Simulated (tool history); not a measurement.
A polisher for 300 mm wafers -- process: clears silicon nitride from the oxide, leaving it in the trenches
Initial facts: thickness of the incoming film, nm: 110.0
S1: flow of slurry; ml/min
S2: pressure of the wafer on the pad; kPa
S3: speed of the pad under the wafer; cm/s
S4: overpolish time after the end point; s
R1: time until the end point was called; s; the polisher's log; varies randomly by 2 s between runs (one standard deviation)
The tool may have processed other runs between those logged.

| run | day | S1 | S2 | S3 | S4 | R1 |
|---|---|---|---|---|---|---|
| 1 | 0 | 120 | 14.5 | 102 | 36 | 156.09 |
| 2 | 0.342 | 140 | 14.5 | 102 | 36 | 150.75 |
| 3 | 0.392 | 140 | 14.5 | 102 | 39 | 148.91 |
| 4 | 0.479 | 140 | 14.5 | 102 | 36 | 149.83 |
| 5 | 0.758 | 130 | 13.1 | 102 | 36 | 169.3 |
| 6 | 0.783 | 120 | 11.7 | 102 | 36 | 188.74 |
| 7 | 0.971 | 95 | 8.3 | 102 | 36 | 283.28 |
| 8 | 1.342 | 105 | 8.3 | 102 | 36 | 274.53 |
| 9 | 1.388 | 115 | 8.3 | 102 | 36 | 265.88 |

Predict the results of run 10:
| 10 | 1.479 | 120 | 8.3 | 102 | 36 | ? |

{"run 10": {"R1": 261.9}}
